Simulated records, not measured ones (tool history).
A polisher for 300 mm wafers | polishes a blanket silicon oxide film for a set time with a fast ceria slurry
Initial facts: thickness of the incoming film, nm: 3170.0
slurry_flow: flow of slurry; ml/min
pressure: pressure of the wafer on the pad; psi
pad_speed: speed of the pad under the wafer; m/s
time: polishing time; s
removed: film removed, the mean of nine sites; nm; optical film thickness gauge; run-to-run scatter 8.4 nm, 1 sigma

run	hour	slurry_flow	pressure	pad_speed	time	removed
1	0.0	310	2.0	1.06	59	804.80
2	2.1	255	2.0	1.06	59	757.13
3	5.1	255	2.0	1.24	59	882.95
4	13.0	255	2.0	1.24	59	876.01
5	19.0	250	1.9	1.24	59	836.33
6	24.4	250	2.3	1.24	59	1001.30
7	32.5	245	2.1	1.22	59	911.03
8	38.3	245	1.9	1.22	59	811.06
9	41.5	240	1.8	1.22	59	787.38
10	42.4	240	1.2	1.18	59	511.99
11	47.8	245	1.2	1.18	59	523.92
12	54.8	250	1.2	1.18	59	516.89
13	62.1	255	1.2	1.18	59	516.79

The next listed run, before its measurement:
14	65.8	260	1.3	1.18	59	?

Run 14 came out at removed 557.10 nm.

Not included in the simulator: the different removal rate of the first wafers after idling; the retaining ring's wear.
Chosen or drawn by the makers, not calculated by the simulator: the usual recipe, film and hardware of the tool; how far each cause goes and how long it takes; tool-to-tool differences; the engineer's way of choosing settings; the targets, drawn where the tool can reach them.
